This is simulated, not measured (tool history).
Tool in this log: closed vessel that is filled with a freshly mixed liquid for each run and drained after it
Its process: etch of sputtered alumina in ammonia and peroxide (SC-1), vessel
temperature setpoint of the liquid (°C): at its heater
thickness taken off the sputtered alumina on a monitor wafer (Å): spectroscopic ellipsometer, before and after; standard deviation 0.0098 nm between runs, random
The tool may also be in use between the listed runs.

| run | hour | temperature setpoint of the liquid (°C) | parts of 29 % ammonia solution to one part of 30 % peroxide (parts by volume) | time in the liquid (s) | thickness taken off the sputtered alumina on a monitor wafer (Å) |
|---|---|---|---|---|---|
| 1 | 0 | 51 | 0.7 | 30 | 21.106 |
| 2 | 3.6 | 51 | 0.7 | 30 | 21.226 |
| 3 | 9 | 54 | 0.7 | 30 | 24.782 |
| 4 | 11.1 | 54 | 0.7 | 30 | 24.581 |
| 5 | 16.6 | 54 | 0.7 | 30 | 24.425 |
| 6 | 19.5 | 54 | 0.8 | 30 | 24.952 |
| 7 | 26.2 | 51.5 | 0.8 | 30 | 21.964 |
| 8 | 31.2 | 49.5 | 0.8 | 30 | 19.87 |

Predict the results of run 9:
| 9 | 37 | 48 | 0.8 | 30 | ? |

thickness taken off the sputtered alumina on a monitor wafer (Å): 17.837

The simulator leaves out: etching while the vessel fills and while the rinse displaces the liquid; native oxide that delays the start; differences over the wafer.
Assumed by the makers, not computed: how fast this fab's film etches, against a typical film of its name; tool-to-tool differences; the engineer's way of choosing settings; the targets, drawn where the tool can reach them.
